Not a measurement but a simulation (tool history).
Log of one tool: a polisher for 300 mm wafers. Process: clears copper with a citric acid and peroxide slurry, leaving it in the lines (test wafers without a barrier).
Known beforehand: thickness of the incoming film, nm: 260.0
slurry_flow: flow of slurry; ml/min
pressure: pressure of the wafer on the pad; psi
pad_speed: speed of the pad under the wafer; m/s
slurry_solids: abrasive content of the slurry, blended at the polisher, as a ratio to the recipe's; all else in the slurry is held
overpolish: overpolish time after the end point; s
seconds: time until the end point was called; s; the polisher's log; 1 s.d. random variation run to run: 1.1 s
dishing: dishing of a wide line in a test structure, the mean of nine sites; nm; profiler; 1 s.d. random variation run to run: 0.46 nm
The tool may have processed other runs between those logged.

run  hour  slurry_flow  pressure  pad_speed  slurry_solids  overpolish  seconds  dishing
  1     0          200       3.2       0.96              1          22   118.14   28.556
  2   5.7          195       3.3       0.96              1          25   114.87    32.24
  3  13.9          195       3.3       0.86              1          25   129.86    30.09
  4  19.7          195       3.3       0.86              1          19   128.18   24.024
  5  23.6          195       2.6       0.86              1          19   159.91   19.307
  6  31.4          195       2.6       0.66              1          19   203.65   15.696

Run 7, settings as shown, results not yet in. Your forecast:
  7  35.6          185       3.3       0.66              1          22        ?        ?

seconds: 168.25 s
dishing: 21.874 nm
